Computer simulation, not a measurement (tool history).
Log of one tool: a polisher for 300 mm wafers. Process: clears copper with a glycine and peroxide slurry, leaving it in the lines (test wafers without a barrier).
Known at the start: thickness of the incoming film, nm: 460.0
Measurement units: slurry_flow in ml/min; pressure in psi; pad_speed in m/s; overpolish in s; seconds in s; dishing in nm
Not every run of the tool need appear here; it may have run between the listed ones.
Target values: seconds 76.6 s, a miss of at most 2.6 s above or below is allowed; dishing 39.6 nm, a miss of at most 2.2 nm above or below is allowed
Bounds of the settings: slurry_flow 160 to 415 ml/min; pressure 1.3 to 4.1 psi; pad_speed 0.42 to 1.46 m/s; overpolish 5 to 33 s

run	hour	slurry_flow	pressure	pad_speed	overpolish	seconds	dishing
1	0	265	2.7	0.94	17	103.96	50.692
2	4.2	265	2.8	0.94	15	102.12	48.324
3	9.1	310	2.8	0.94	15	102.12	48.182
4	16.5	310	3.2	0.94	15	91.993	50.181
5	17.2	310	3.3	0.94	14	93.453	47.736
6	17.9	310	3.4	0.96	13	89.413	47.326
7	21.2	310	3.5	0.96	12	88.003	44.973
8	28.8	315	4.1	0.96	6	80.138	27.955
9	37.1	315	4.1	0.98	7	80.013	31.819
10	45.2	315	4.1	1	7	77.357	32.528
11	51.8	315	4	1.02	8	77.438	36.314
12	58.2	320	4	1.04	8	76.113	36.521

Of the 4 settings listed for the next run, only one would bring every result within its allowed miss of target. Which one?
A	64.6	340	4.1	1.1	8	?	?
B	64.6	305	4	1.04	9	?	?
C	64.6	305	3.8	1.04	8	?	?
D	64.6	305	3.4	1.18	7	?	?

move	seconds	dishing
A	71.213	37.585
B	76.316	39.131
C	78.819	34.571
D	76.277	31.652
A: meets the target for the result that was furthest off, but another lies outside its allowed miss
B: all results land within tolerance of their targets
C: further off than the last run
D: further off than the last run
Go with B: it meets all targets.
